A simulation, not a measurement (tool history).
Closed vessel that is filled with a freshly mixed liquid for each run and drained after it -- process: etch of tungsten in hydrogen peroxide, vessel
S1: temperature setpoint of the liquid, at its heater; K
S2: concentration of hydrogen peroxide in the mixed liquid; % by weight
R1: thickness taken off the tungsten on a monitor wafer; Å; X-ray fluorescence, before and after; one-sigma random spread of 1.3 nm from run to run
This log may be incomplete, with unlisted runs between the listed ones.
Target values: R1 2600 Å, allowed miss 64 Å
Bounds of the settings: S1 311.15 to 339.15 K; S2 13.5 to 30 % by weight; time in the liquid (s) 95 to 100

Run 1, day 0: S1 327.15 K, S2 25.5 % by weight, time in the liquid (s) 95. Result: R1 2183.1 Å.
Run 2, day 0.188: S1 324.65 K, S2 25.5 % by weight, time in the liquid (s) 95. Result: R1 1858.5 Å.
Run 3, day 0.312: S1 320.15 K, S2 25.5 % by weight, time in the liquid (s) 95. Result: R1 1428.2 Å.
Run 4, day 0.4: S1 323.15 K, S2 25.5 % by weight, time in the liquid (s) 95. Result: R1 1709.2 Å.
Run 5, day 0.471: S1 325.15 K, S2 25.5 % by weight, time in the liquid (s) 95. Result: R1 1929.6 Å.
Run 6, day 0.533: S1 325.15 K, S2 25.5 % by weight, time in the liquid (s) 100. Result: R1 2048.3 Å.
Run 7, day 0.588: S1 325.15 K, S2 25.5 % by weight, time in the liquid (s) 100. Result: R1 2033.4 Å.
Run 8, day 0.725: S1 326.65 K, S2 25.5 % by weight, time in the liquid (s) 100. Result: R1 2235.6 Å.
Run 9, day 0.858: S1 327.65 K, S2 25.5 % by weight, time in the liquid (s) 100. Result: R1 2350.3 Å.
Run 10, day 1.2: S1 328.15 K, S2 25.5 % by weight, time in the liquid (s) 100. Result: R1 2430.1 Å.
Run 11, day 1.329: S1 328.65 K, S2 25.5 % by weight, time in the liquid (s) 100. Result: R1 2509.7 Å.

Next run, 4 choices. One meets every target within its allowed miss, the rest don't. Which?
Run A, day 1.458: S1 330.15 K, S2 26 % by weight, time in the liquid (s) 95. Result: R1 ?.
Run B, day 1.458: S1 328.65 K, S2 27 % by weight, time in the liquid (s) 95. Result: R1 ?.
Run C, day 1.458: S1 331.65 K, S2 24.5 % by weight, time in the liquid (s) 95. Result: R1 ?.
Run D, day 1.458: S1 332.15 K, S2 22.5 % by weight, time in the liquid (s) 95. Result: R1 ?.

move      R1
   A  2618.7
   B  2443.2
   C  2774.3
   D  2736.8
A: hits every target within its allowed miss
B: further off than the last run
C: the result that was furthest off in the last run now lies on the other side of its target
D: the result that was furthest off in the last run now lies on the other side of its target
Go with A: it meets all targets.
